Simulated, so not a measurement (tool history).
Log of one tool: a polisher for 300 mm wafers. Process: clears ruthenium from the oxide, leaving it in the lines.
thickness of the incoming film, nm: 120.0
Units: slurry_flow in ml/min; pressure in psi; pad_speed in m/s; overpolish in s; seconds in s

Run 1, hour 0: slurry_flow 290 ml/min, pressure 2.1 psi, pad_speed 1.22 m/s, overpolish 6 s. Result: seconds 102.7 s.
Run 2, hour 6.2: slurry_flow 330 ml/min, pressure 2.1 psi, pad_speed 1.22 m/s, overpolish 6 s. Result: seconds 101.44 s.
Run 3, hour 12.4: slurry_flow 330 ml/min, pressure 2.2 psi, pad_speed 1.24 m/s, overpolish 6 s. Result: seconds 95.074 s.
Run 4, hour 21.3: slurry_flow 330 ml/min, pressure 2.3 psi, pad_speed 1.24 m/s, overpolish 6 s. Result: seconds 90.629 s.
Run 5, hour 26.8: slurry_flow 330 ml/min, pressure 2.4 psi, pad_speed 1.24 m/s, overpolish 6 s. Result: seconds 88.771 s.
Run 6, hour 29.3: slurry_flow 290 ml/min, pressure 2.4 psi, pad_speed 1.24 m/s, overpolish 6 s. Result: seconds 90.23 s.

Forecast run 7:
At hour 31: slurry nozzle cleaned.
Run 7, hour 31: slurry_flow 290 ml/min, pressure 2.5 psi, pad_speed 1.26 m/s, overpolish 6 s. Result: seconds ?.

{"run 7": {"seconds": 81.602}}

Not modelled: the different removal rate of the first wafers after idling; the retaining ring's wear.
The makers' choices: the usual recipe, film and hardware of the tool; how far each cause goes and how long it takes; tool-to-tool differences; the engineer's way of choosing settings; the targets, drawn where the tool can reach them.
